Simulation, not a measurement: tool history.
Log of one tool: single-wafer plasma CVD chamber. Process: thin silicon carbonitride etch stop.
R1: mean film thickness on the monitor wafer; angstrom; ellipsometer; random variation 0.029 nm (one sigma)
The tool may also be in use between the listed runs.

{"run": 1, "hour": 0.0, "RF power (kW)": 0.24, "deposition time (s)": 14.1, "R1": 85.62}
{"run": 2, "hour": 3.6, "RF power (kW)": 0.245, "deposition time (s)": 14.6, "R1": 89.337}
{"run": 3, "hour": 8.8, "RF power (kW)": 0.235, "deposition time (s)": 14.6, "R1": 87.985}
{"run": 4, "hour": 14.3, "RF power (kW)": 0.235, "deposition time (s)": 13.0, "R1": 78.321}
{"run": 5, "hour": 17.6, "RF power (kW)": 0.245, "deposition time (s)": 13.7, "R1": 83.4}
{"run": 6, "hour": 22.7, "RF power (kW)": 0.28, "deposition time (s)": 13.7, "R1": 87.544}
{"run": 7, "hour": 23.4, "RF power (kW)": 0.285, "deposition time (s)": 14.2, "R1": 90.937}
{"hour": 29.6, "done": "RF generator calibrated"}
{"run": 8, "hour": 29.6, "RF power (kW)": 0.29, "deposition time (s)": 14.6, "R1": 96.379}
{"run": 9, "hour": 31.7, "RF power (kW)": 0.295, "deposition time (s)": 14.8, "R1": 98.879}
{"run": 10, "hour": 38.1, "RF power (kW)": 0.3, "deposition time (s)": 15.0, "R1": 100.48}

Run 11 comes next. What will it give?
{"run": 11, "hour": 40.1, "RF power (kW)": 0.3, "deposition time (s)": 15.0, "R1": "?"}

{"run 11": {"R1": 100.18}}

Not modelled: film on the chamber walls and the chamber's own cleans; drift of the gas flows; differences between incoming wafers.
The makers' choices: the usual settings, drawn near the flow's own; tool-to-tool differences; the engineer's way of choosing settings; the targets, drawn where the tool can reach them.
